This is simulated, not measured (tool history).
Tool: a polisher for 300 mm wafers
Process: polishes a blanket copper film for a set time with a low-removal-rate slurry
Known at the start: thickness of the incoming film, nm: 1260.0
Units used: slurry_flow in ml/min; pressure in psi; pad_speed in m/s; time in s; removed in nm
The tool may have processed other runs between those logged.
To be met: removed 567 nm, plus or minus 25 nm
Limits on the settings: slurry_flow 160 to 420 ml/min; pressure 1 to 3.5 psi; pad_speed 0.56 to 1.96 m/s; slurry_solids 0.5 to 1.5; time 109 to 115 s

run  hour  slurry_flow  pressure  pad_speed  slurry_solids  time  removed
  1     0          270       2.2       1.26              1   109   280.05
  2   8.3          270       2.6        1.3              1   109   334.01
  3  10.1          270         3        1.3              1   109   377.66
  4  15.4          270       3.2        1.4              1   109   439.53
  5  21.5          270       3.2        1.4              1   115   461.11
  6  28.8          270       3.3       1.44              1   115   483.08
  7  32.8          270       3.4       1.48              1   115   510.68
  8  33.5          270       3.4       1.52              1   115   515.18
  9  38.3          270       3.4       1.56              1   115   529.47

Exercise: of the 4 proposed moves below, exactly one satisfies all targets within the stated allowed misses. Which move is it?
  A  43.1          350       3.5       1.34           0.85   112        ?
  B  43.1          285       3.3        1.5            1.1   109        ?
  C  43.1          290       3.4       1.68           0.95   112        ?
  D  43.1          270       3.3       1.54           1.05   109        ?

move  removed
   A   464.42
   B   500.38
   C   569.93
   D   504.47
A: the biggest miss grows against the last run
B: the biggest miss grows against the last run
C: in spec on every target
D: the biggest miss grows against the last run
Go with C: it meets all targets.
